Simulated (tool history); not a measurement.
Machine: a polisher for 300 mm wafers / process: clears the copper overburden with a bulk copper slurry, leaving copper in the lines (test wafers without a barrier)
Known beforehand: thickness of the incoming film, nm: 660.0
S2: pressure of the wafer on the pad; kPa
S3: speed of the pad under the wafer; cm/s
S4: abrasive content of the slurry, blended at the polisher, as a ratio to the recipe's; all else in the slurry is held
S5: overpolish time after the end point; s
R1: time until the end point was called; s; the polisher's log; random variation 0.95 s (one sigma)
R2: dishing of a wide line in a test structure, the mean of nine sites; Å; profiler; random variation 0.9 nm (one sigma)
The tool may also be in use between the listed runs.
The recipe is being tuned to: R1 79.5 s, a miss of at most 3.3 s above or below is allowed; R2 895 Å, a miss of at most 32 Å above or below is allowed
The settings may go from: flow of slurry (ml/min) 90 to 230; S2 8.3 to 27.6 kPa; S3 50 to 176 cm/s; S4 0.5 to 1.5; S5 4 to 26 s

{"run": 1, "day": 0.0, "flow of slurry (ml/min)": 150, "S2": 17.9, "S3": 112, "S4": 1, "S5": 13, "R1": 63.658, "R2": 752.92}
{"run": 2, "day": 0.179, "flow of slurry (ml/min)": 145, "S2": 17.2, "S3": 112, "S4": 1, "S5": 14, "R1": 67.318, "R2": 775.93}
{"run": 3, "day": 0.467, "flow of slurry (ml/min)": 145, "S2": 17.2, "S3": 112, "S4": 0.8, "S5": 14, "R1": 70.271, "R2": 760.11}
{"run": 4, "day": 0.604, "flow of slurry (ml/min)": 145, "S2": 21.4, "S3": 112, "S4": 0.8, "S5": 14, "R1": 57.015, "R2": 907.31}
{"run": 5, "day": 0.888, "flow of slurry (ml/min)": 145, "S2": 21.4, "S3": 112, "S4": 1, "S5": 14, "R1": 54.571, "R2": 949.21}
{"run": 6, "day": 1.258, "flow of slurry (ml/min)": 140, "S2": 20, "S3": 110, "S4": 1, "S5": 15, "R1": 59.912, "R2": 925.37}
{"run": 7, "day": 1.371, "flow of slurry (ml/min)": 135, "S2": 19.3, "S3": 110, "S4": 1, "S5": 16, "R1": 61.248, "R2": 915.72}
{"run": 8, "day": 1.429, "flow of slurry (ml/min)": 130, "S2": 18.6, "S3": 108, "S4": 1, "S5": 17, "R1": 66.254, "R2": 913.67}
{"run": 9, "day": 1.571, "flow of slurry (ml/min)": 125, "S2": 17.9, "S3": 108, "S4": 1, "S5": 18, "R1": 69.094, "R2": 913.28}
{"run": 10, "day": 1.938, "flow of slurry (ml/min)": 105, "S2": 15.9, "S3": 106, "S4": 1, "S5": 20, "R1": 81.731, "R2": 857.96}

4 next moves are on the table. One of them brings every result within its allowed miss. Which?
{"run": "A", "day": 2.304, "flow of slurry (ml/min)": 90, "S2": 15.2, "S3": 126, "S4": 0.85, "S5": 21, "R1": "?", "R2": "?"}
{"run": "B", "day": 2.304, "flow of slurry (ml/min)": 115, "S2": 12.4, "S3": 136, "S4": 0.9, "S5": 19, "R1": "?", "R2": "?"}
{"run": "C", "day": 2.304, "flow of slurry (ml/min)": 90, "S2": 13.1, "S3": 134, "S4": 1.35, "S5": 18, "R1": "?", "R2": "?"}
{"run": "D", "day": 2.304, "flow of slurry (ml/min)": 160, "S2": 12.4, "S3": 120, "S4": 0.85, "S5": 25, "R1": "?", "R2": "?"}

move=A R1=79.722 R2=903.25
move=B R1=83.01 R2=796.73
move=C R1=79.509 R2=798.35
move=D R1=88.461 R2=907.53
A: each result inside its tolerance
B: misses by more than the last run did
C: misses by more than the last run did
D: brings the result that was furthest off to its target, and leaves another outside
A is the move that brings every result within its allowed miss.

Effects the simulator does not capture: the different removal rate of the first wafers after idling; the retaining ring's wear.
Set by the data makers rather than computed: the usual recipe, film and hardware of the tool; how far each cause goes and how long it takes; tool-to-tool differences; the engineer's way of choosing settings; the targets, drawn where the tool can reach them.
